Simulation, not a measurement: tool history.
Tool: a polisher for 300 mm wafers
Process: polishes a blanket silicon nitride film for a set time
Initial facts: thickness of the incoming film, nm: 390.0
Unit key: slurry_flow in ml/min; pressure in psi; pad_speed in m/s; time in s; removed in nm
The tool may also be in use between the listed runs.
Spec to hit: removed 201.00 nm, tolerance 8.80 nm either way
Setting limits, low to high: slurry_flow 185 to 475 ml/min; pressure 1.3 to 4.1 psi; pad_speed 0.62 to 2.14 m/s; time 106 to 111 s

run  hour  slurry_flow  pressure  pad_speed  time  removed
  1   0.0          305       2.7       1.38   106   135.14
  2   4.6          305       2.8       1.38   106   146.50
  3   6.6          355       2.8       1.38   106   144.67
  4   8.8          355       2.9       1.38   106   152.78
  5  14.6          355       3.0       1.38   106   151.16
  6  19.7          390       3.0       1.38   106   156.35
  7  27.3          390       3.1       1.38   106   163.93
  8  34.2          390       3.2       1.38   106   167.07
  9  36.7          390       3.3       1.38   106   168.63
 10  44.3          390       3.4       1.38   106   173.68

Consider the 4 candidate settings below. Which is the only one whose results all fall within their allowed miss of target?
  A  51.9          330       3.3       1.14   106        ?
  B  51.9          425       3.0       1.34   106        ?
  C  51.9          390       2.8       1.94   106        ?
  D  51.9          350       3.4       1.60   111        ?

move  removed
   A   152.98
   B   153.61
   C   174.10
   D   196.51
A: the biggest miss grows against the last run
B: the biggest miss grows against the last run
C: just as far off the targets as the last run
D: all results in spec
D is the move that brings every result within its allowed miss.

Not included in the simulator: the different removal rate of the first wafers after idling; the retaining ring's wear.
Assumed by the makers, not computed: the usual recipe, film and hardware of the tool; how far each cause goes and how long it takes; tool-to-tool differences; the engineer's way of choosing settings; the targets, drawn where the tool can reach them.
